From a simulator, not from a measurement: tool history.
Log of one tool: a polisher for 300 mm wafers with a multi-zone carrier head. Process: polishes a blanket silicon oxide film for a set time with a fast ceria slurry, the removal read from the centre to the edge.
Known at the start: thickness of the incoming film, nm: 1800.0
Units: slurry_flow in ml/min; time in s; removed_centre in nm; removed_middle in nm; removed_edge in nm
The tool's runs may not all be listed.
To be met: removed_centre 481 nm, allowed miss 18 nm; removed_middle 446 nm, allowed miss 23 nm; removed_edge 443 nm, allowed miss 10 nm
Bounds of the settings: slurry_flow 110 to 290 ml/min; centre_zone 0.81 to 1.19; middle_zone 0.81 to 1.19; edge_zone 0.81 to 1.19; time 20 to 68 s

run  hour  slurry_flow  centre_zone  middle_zone  edge_zone  time  removed_centre  removed_middle  removed_edge
  1     0          185            1            1          1    44          768.95          800.83        791.07
  2   1.6          140            1            1          1    44          713.74          742.09        745.83
  3  10.2          135         1.02         0.98       0.96    38          618.57          625.46        644.37
  4  17.4          135         1.06         0.99       0.92    33           561.3           541.2        543.62
  5  18.9          135         1.02         0.99       0.92    33          547.41          550.44         546.3
  6  27.7          135         1.02         1.08       0.92    33          554.71          593.66         536.1
  7  29.1          130         1.04         1.05        0.9    31          516.89          524.61        495.41
  8  30.6          125         1.05         1.03       0.88    30          506.66          502.05        480.66
  9  31.6          120         1.06         1.02       0.86    30          506.18          497.24        468.34

Which of these 5 next moves meets every target?
  A  32.6          120         1.12          1.1       0.81    28               ?               ?             ?
  B  32.6          140         1.08         0.96        0.9    27               ?               ?             ?
  C  32.6          120         1.19         1.16       0.81    27               ?               ?             ?
  D  32.6          125         1.03         1.11       0.81    29               ?               ?             ?
  E  32.6          135         1.09         0.99       0.81    30               ?               ?             ?

move  removed_centre  removed_middle  removed_edge
   A           482.1          488.03        424.56
   B          469.52          447.31        442.14
   C          493.39             488        409.14
   D          466.27           514.7        443.19
   E           521.2          502.75        465.57
A: takes the result that was furthest off past its target
B: meets every target
C: takes the result that was furthest off past its target
D: brings the result that was furthest off to its target, and leaves another outside
E: as far off as the last run
Answer: B
